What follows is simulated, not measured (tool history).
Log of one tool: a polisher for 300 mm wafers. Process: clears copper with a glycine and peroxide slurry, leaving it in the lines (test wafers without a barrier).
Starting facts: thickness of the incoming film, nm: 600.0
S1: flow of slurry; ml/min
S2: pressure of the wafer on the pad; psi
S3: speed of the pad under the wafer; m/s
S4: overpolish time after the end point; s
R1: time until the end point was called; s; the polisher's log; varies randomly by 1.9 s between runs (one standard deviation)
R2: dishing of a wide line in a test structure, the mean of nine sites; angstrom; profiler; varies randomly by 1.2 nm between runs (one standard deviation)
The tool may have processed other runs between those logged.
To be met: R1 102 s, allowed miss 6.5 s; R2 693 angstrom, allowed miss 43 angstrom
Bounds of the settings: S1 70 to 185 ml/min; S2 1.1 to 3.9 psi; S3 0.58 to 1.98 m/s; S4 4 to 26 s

run,hour,S1,S2,S3,S4,R1,R2
1,0,120,2.5,1.28,13,98.326,466.01
2,5.2,120,2.5,1.28,15,97.35,516.28
3,9.6,120,2.2,1.28,15,106.65,480.03
4,18,120,2.2,1.28,17,108.85,528.76
5,21.2,120,1.7,1.28,17,130.21,449.36
6,27.2,120,2.2,1.28,17,106.36,521.62
7,32.1,120,2.2,1.28,18,105.09,541.64
8,37.6,120,2.2,1.28,20,104.74,584.78
9,40.2,120,2.2,1.28,21,105.13,611.87
10,48.8,120,2.2,1.28,22,108.46,628.37

Below are 5 possible settings for the next run. Only one of them brings all results inside the allowed miss of their targets. Which is it?
A,57.4,115,2.1,1.44,24,?,?
B,57.4,125,2.3,1.16,19,?,?
C,57.4,110,2.2,1.2,25,?,?
D,57.4,120,2.3,1.4,19,?,?
E,57.4,140,2.5,0.94,21,?,?

move,R1,R2
A,105.45,682.72
B,115.17,551.34
C,119.34,653.36
D,99.595,609.17
E,124.98,566.14
A: every result lands within tolerance
B: its largest miss is bigger than the last run's
C: gets the furthest-off result to its target, but another result is out of tolerance
D: its largest miss is bigger than the last run's
E: its largest miss is bigger than the last run's
A is the move that brings every result within its allowed miss.

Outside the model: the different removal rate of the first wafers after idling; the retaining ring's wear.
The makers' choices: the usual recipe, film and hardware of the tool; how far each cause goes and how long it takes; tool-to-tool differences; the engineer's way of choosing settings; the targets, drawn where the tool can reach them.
